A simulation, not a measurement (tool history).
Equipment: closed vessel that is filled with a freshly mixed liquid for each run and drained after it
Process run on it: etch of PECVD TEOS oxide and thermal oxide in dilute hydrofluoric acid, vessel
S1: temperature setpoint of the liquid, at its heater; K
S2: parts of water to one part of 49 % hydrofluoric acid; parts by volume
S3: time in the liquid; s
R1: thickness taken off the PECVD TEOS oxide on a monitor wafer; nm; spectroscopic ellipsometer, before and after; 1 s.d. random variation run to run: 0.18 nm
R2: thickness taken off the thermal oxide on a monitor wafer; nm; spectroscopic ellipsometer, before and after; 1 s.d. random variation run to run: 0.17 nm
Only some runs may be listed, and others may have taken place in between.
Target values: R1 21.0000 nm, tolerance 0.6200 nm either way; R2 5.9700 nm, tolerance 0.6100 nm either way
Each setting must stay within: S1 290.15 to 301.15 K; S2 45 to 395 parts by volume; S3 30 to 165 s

| run | hour | S1 | S2 | S3 | R1 | R2 |
|---|---|---|---|---|---|---|
| 1 | 0.0 | 293.15 | 220 | 85 | 4.8831 | 1.4006 |
| 2 | 4.2 | 294.65 | 190 | 90 | 6.5235 | 1.8068 |
| 3 | 7.8 | 294.65 | 190 | 105 | 7.5296 | 2.2494 |
| 4 | 10.0 | 295.65 | 165 | 105 | 9.2539 | 2.7327 |
| 5 | 14.2 | 295.65 | 225 | 105 | 6.4210 | 1.7846 |
| 6 | 19.0 | 296.65 | 195 | 105 | 8.0229 | 2.3321 |
| 7 | 21.3 | 297.65 | 170 | 105 | 9.7003 | 2.8399 |
| 8 | 27.5 | 301.15 | 80 | 105 | 26.9370 | 7.4418 |
| 9 | 36.3 | 297.65 | 80 | 105 | 23.0990 | 6.6830 |
| 10 | 44.4 | 296.15 | 90 | 105 | 19.2810 | 5.2387 |
| 11 | 50.2 | 296.65 | 90 | 105 | 19.1280 | 5.4684 |
| 12 | 55.9 | 297.15 | 90 | 105 | 19.8210 | 5.6385 |
| 13 | 61.0 | 297.65 | 90 | 105 | 20.0440 | 5.6916 |

Next run, 4 choices. One meets every target within its allowed miss, the rest don't. Which?
| A | 66.1 | 297.15 | 110 | 140 | ? | ? |
| B | 66.1 | 296.65 | 75 | 80 | ? | ? |
| C | 66.1 | 299.65 | 110 | 120 | ? | ? |
| D | 66.1 | 298.15 | 85 | 90 | ? | ? |

| move | R1 | R2 |
|---|---|---|
| A | 21.0820 | 6.0269 |
| B | 18.0850 | 5.1701 |
| C | 19.9150 | 5.6932 |
| D | 18.8240 | 5.3813 |
A: all results land within tolerance of their targets
B: the biggest miss grows against the last run
C: the biggest miss grows against the last run
D: the biggest miss grows against the last run
The move that meets every target is A.
